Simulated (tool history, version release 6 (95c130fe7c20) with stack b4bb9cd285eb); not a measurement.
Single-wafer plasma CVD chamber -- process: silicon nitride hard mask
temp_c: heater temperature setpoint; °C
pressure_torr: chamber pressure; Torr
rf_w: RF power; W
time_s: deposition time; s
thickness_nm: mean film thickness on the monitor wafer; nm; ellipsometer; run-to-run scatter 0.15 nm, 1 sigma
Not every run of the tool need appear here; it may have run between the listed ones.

{"run": 1, "hour": 0.0, "temp_c": 415, "pressure_torr": 1.14, "rf_w": 300, "time_s": 37.5, "thickness_nm": 38.681}
{"run": 2, "hour": 8.0, "temp_c": 422, "pressure_torr": 1.14, "rf_w": 300, "time_s": 37.5, "thickness_nm": 38.569}
{"run": 3, "hour": 11.3, "temp_c": 422, "pressure_torr": 1.27, "rf_w": 300, "time_s": 37.5, "thickness_nm": 39.582}
{"run": 4, "hour": 19.8, "temp_c": 428, "pressure_torr": 1.27, "rf_w": 300, "time_s": 37.5, "thickness_nm": 39.714}
{"run": 5, "hour": 22.4, "temp_c": 428, "pressure_torr": 1.27, "rf_w": 260, "time_s": 37.5, "thickness_nm": 35.449}
{"run": 6, "hour": 27.0, "temp_c": 434, "pressure_torr": 1.27, "rf_w": 260, "time_s": 37.5, "thickness_nm": 34.982}
{"run": 7, "hour": 28.5, "temp_c": 434, "pressure_torr": 1.21, "rf_w": 260, "time_s": 37.5, "thickness_nm": 34.48}

Estimate the outcome of run 8 from the log above:
{"run": 8, "hour": 31.9, "temp_c": 434, "pressure_torr": 1.16, "rf_w": 260, "time_s": 37.5, "thickness_nm": "?"}

Run 8 produced thickness_nm 34.131 nm.
